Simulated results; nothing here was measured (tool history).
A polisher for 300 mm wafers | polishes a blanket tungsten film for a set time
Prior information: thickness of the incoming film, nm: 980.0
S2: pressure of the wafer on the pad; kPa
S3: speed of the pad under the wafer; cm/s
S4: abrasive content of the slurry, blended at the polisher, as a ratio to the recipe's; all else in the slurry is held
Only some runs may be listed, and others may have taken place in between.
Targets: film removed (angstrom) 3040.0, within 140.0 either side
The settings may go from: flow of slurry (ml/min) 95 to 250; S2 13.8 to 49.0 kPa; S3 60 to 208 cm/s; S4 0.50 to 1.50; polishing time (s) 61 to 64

run 1 hour=0.0 | flow_of_slurry_(ml/min)=160 S2=31.0 S3=134 S4=1.00 polishing_time_(s)=61 | film_removed_(angstrom)=4137.4
run 2 hour=1.9 | flow_of_slurry_(ml/min)=160 S2=29.6 S3=134 S4=1.00 polishing_time_(s)=61 | film_removed_(angstrom)=4078.6
run 3 hour=5.1 | flow_of_slurry_(ml/min)=160 S2=24.8 S3=134 S4=1.00 polishing_time_(s)=61 | film_removed_(angstrom)=3380.0
run 4 hour=7.9 | flow_of_slurry_(ml/min)=160 S2=24.8 S3=134 S4=1.10 polishing_time_(s)=61 | film_removed_(angstrom)=3401.7
run 5 hour=11.8 | flow_of_slurry_(ml/min)=160 S2=24.1 S3=134 S4=1.10 polishing_time_(s)=61 | film_removed_(angstrom)=3406.2
run 6 hour=19.2 | flow_of_slurry_(ml/min)=160 S2=17.9 S3=134 S4=1.10 polishing_time_(s)=61 | film_removed_(angstrom)=2550.8
run 7 hour=26.3 | flow_of_slurry_(ml/min)=160 S2=18.6 S3=134 S4=1.10 polishing_time_(s)=61 | film_removed_(angstrom)=2581.3
run 8 hour=30.7 | flow_of_slurry_(ml/min)=165 S2=24.1 S3=136 S4=1.10 polishing_time_(s)=61 | film_removed_(angstrom)=3378.1
run 9 hour=36.3 | flow_of_slurry_(ml/min)=165 S2=23.4 S3=136 S4=1.10 polishing_time_(s)=61 | film_removed_(angstrom)=3348.7
run 10 hour=44.8 | flow_of_slurry_(ml/min)=160 S2=23.4 S3=136 S4=1.10 polishing_time_(s)=61 | film_removed_(angstrom)=3314.1

Which one of the following 4 next-run settings gets every result inside its allowed miss? There is exactly one.
run A hour=53.3 | flow_of_slurry_(ml/min)=170 S2=19.3 S3=162 S4=1.05 polishing_time_(s)=61 | film_removed_(angstrom)=?
run B hour=53.3 | flow_of_slurry_(ml/min)=175 S2=38.6 S3=78 S4=1.40 polishing_time_(s)=64 | film_removed_(angstrom)=?
run C hour=53.3 | flow_of_slurry_(ml/min)=170 S2=23.4 S3=108 S4=1.05 polishing_time_(s)=61 | film_removed_(angstrom)=?
run D hour=53.3 | flow_of_slurry_(ml/min)=135 S2=23.4 S3=120 S4=1.25 polishing_time_(s)=64 | film_removed_(angstrom)=?

move=A film_removed_(angstrom)=3353.6
move=B film_removed_(angstrom)=3629.0
move=C film_removed_(angstrom)=2725.7
move=D film_removed_(angstrom)=3144.1
A: misses by more than the last run did
B: misses by more than the last run did
C: pushes the last run's worst result past its target
D: meets every target
D is the move that brings every result within its allowed miss.
